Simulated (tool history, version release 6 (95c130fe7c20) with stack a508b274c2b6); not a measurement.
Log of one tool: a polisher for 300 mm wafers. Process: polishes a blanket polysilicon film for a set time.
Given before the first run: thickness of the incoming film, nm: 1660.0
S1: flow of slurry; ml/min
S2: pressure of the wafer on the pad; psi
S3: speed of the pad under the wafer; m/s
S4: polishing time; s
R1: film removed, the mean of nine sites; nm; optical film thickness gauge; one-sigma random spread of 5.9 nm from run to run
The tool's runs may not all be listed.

| run | hour | S1 | S2 | S3 | S4 | R1 |
|---|---|---|---|---|---|---|
| 1 | 0 | 175 | 3 | 0.98 | 47 | 481.62 |
| 2 | 5 | 180 | 3.3 | 0.98 | 47 | 531.82 |
| 3 | 5.7 | 180 | 4 | 0.98 | 47 | 626.37 |
| 4 | 10.8 | 180 | 3.6 | 0.98 | 47 | 575.39 |
|  | 17.4 | slurry nozzle cleaned |
| 5 | 17.4 | 180 | 3.2 | 0.98 | 47 | 535.6 |
| 6 | 23.5 | 180 | 3.2 | 1.14 | 47 | 621.84 |
| 7 | 31.1 | 195 | 3.3 | 1.14 | 47 | 637.06 |
| 8 | 37.4 | 195 | 3.4 | 1.14 | 47 | 650.58 |

For run 9, what comes out?
| 9 | 43.5 | 195 | 3.4 | 1.14 | 47 | ? |

R1: 657.89 nm
